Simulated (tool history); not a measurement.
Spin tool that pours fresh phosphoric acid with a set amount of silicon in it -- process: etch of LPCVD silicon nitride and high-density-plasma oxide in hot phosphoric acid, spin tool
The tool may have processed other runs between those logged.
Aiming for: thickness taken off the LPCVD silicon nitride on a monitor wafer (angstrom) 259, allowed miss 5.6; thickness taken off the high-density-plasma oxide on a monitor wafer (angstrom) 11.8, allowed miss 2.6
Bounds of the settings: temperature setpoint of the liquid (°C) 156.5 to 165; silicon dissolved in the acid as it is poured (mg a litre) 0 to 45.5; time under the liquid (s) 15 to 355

run,hour,temperature setpoint of the liquid (°C),silicon dissolved in the acid as it is poured (mg a litre),time under the liquid (s),thickness taken off the LPCVD silicon nitride on a monitor wafer (angstrom),thickness taken off the high-density-plasma oxide on a monitor wafer (angstrom)
1,0,160,20,180,166.36,5.7769
2,7.9,158.5,20,180,158.75,5.8469
3,8.5,159.5,20,180,163.43,5.9026
4,12.6,160.5,20,180,168.06,6.0705
5,18.2,161,18.5,190,180.45,6.4312
6,26.1,161.5,16.5,200,195.33,8.2278
7,35,162,16.5,205,200.61,8.2804
8,38.4,162.5,16,210,211.28,9.4685

Below are 5 possible settings for the next run. Only one of them brings all results inside the allowed miss of their targets. Which is it?
A,41.8,160.5,34,290,?,?
B,41.8,160.5,7,185,?,?
C,41.8,160,32.5,290,?,?
D,41.8,162,16,275,?,?
E,41.8,164,16.5,245,?,?

move,thickness taken off the LPCVD silicon nitride on a monitor wafer (angstrom),thickness taken off the high-density-plasma oxide on a monitor wafer (angstrom)
A,273.65,6.0942
B,174.57,8.8861
C,269.09,6.2923
D,272.82,11.986
E,259.71,12.201
A: takes the result that was furthest off past its target
B: further off than the last run
C: takes the result that was furthest off past its target
D: takes the result that was furthest off past its target
E: every result within its allowed miss
Go with E: it meets all targets.

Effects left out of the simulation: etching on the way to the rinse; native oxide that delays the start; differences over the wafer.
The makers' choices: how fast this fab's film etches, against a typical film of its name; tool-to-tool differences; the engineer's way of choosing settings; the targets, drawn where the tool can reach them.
